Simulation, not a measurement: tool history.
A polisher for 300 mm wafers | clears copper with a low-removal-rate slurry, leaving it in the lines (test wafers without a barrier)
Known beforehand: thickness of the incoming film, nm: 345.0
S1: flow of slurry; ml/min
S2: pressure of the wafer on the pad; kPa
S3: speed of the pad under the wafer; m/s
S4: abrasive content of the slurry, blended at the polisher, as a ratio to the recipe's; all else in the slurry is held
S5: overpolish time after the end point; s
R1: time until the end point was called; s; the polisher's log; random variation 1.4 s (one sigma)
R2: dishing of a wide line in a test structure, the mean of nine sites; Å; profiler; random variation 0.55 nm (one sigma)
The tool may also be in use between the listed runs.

run,hour,S1,S2,S3,S4,S5,R1,R2
1,0.0,150,16.5,1.42,1.0,12,118.86,248.50
2,4.4,120,16.5,1.42,1.0,12,124.58,230.16
3,9.0,120,16.5,1.42,1.0,16,124.55,300.13
4,13.9,120,16.5,1.42,1.0,19,125.80,337.08
5,17.6,120,15.9,1.42,1.0,19,128.11,323.53
6,18.5,115,15.2,1.42,1.0,19,136.15,308.91

Run 7 has not been measured yet. What should we expect?
7,27.5,115,14.5,1.42,1.0,19,?,?

R1: 141.89 s
R2: 321.03 Å

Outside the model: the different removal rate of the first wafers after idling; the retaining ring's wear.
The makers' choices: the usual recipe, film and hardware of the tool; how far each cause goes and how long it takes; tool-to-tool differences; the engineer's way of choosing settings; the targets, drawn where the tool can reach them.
